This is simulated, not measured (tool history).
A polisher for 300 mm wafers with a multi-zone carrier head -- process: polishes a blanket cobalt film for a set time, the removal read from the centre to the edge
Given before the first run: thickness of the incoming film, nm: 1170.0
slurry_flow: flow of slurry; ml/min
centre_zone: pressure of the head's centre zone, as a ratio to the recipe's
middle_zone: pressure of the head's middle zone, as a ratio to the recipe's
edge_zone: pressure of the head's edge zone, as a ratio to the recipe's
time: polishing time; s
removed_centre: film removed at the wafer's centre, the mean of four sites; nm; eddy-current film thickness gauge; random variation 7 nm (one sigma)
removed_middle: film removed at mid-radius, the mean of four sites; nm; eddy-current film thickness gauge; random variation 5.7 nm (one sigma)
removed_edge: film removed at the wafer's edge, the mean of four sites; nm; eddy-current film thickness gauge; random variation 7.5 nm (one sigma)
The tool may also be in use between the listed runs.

| run | day | slurry_flow | centre_zone | middle_zone | edge_zone | time | removed_centre | removed_middle | removed_edge |
|---|---|---|---|---|---|---|---|---|---|
| 1 | 0 | 215 | 1 | 1 | 1 | 66 | 395.59 | 397.05 | 384.92 |
| 2 | 0.183 | 175 | 1 | 1 | 1 | 66 | 377.81 | 375.75 | 372.25 |
| 3 | 0.554 | 200 | 1.02 | 1 | 1.05 | 70 | 427.99 | 416.14 | 418.19 |
| 4 | 0.65 | 225 | 1.04 | 1.01 | 1.09 | 71 | 446.98 | 425.98 | 446.37 |
| 5 | 0.771 | 225 | 1.04 | 0.97 | 1.09 | 71 | 441.13 | 408.28 | 447.58 |
| 6 | 0.904 | 225 | 1.04 | 0.97 | 1.09 | 60 | 372.74 | 346.53 | 379.62 |

Run 7 is up next; what results do you expect?
| 7 | 1.104 | 225 | 1.04 | 0.97 | 1.09 | 60 | ? | ? | ? |

removed_centre: 376.47 nm
removed_middle: 352.17 nm
removed_edge: 369.52 nm
